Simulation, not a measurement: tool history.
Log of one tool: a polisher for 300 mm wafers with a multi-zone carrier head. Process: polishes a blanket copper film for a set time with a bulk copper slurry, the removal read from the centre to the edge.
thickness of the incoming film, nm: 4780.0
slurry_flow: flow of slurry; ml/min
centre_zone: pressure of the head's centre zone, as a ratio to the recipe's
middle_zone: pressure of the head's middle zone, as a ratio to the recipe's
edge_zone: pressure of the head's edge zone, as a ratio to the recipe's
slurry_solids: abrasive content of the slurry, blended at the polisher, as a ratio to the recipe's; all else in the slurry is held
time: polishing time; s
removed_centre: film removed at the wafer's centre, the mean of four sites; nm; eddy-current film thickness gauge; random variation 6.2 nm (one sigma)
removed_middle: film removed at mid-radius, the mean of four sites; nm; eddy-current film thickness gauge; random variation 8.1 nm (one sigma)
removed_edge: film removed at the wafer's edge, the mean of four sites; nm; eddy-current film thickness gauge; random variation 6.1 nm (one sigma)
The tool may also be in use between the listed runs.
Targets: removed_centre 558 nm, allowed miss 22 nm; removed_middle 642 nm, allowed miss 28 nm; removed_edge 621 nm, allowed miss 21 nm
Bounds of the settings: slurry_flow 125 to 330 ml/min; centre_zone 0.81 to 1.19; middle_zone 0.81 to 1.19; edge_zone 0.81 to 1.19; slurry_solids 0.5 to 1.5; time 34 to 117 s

| run | hour | slurry_flow | centre_zone | middle_zone | edge_zone | slurry_solids | time | removed_centre | removed_middle | removed_edge |
|---|---|---|---|---|---|---|---|---|---|---|
| 1 | 0 | 210 | 1 | 1 | 1 | 1 | 75 | 425.59 | 424.94 | 443.23 |
| 2 | 6 | 215 | 1 | 1.03 | 1.03 | 1.1 | 78 | 459.65 | 467.47 | 474.4 |
| 3 | 9.7 | 220 | 0.98 | 1.04 | 1.05 | 1.2 | 81 | 482.19 | 497.32 | 506.23 |
| 4 | 18.3 | 225 | 0.97 | 1.06 | 1.07 | 1.25 | 83 | 490.71 | 527.05 | 527.65 |
| 5 | 19 | 230 | 0.97 | 1.07 | 1.09 | 1.3 | 85 | 497.92 | 552.16 | 546 |
| 6 | 23.4 | 185 | 0.97 | 1.07 | 1.09 | 1.3 | 85 | 485.41 | 525.67 | 529.78 |
|  | 27 | worn pad replaced by a new one |
| 7 | 27 | 245 | 1.01 | 1.15 | 1.19 | 1.5 | 87 | 601.14 | 655.71 | 664.17 |
| 8 | 31.3 | 235 | 1 | 1.15 | 1.18 | 1.5 | 87 | 598 | 665.69 | 644.1 |
| 9 | 39.1 | 230 | 0.99 | 1.14 | 1.18 | 1.5 | 87 | 585.02 | 653.42 | 653.54 |

Which of these 4 next moves meets every target?
| A | 46.9 | 230 | 1.02 | 0.97 | 1.19 | 1.5 | 86 | ? | ? | ? |
| B | 46.9 | 215 | 1.1 | 1.05 | 1.19 | 1.5 | 83 | ? | ? | ? |
| C | 46.9 | 220 | 0.99 | 1.18 | 1.19 | 1.45 | 83 | ? | ? | ? |
| D | 46.9 | 240 | 0.91 | 1.06 | 1.19 | 1.5 | 90 | ? | ? | ? |

| move | removed_centre | removed_middle | removed_edge |
|---|---|---|---|
| A | 609.14 | 558.9 | 656.02 |
| B | 628.12 | 571.17 | 628.03 |
| C | 563.88 | 629.77 | 624.53 |
| D | 572.09 | 634.37 | 688.59 |
A: further off than the last run
B: brings the result that was furthest off to its target, and leaves another outside
C: meets every target
D: further off than the last run
Answer: C

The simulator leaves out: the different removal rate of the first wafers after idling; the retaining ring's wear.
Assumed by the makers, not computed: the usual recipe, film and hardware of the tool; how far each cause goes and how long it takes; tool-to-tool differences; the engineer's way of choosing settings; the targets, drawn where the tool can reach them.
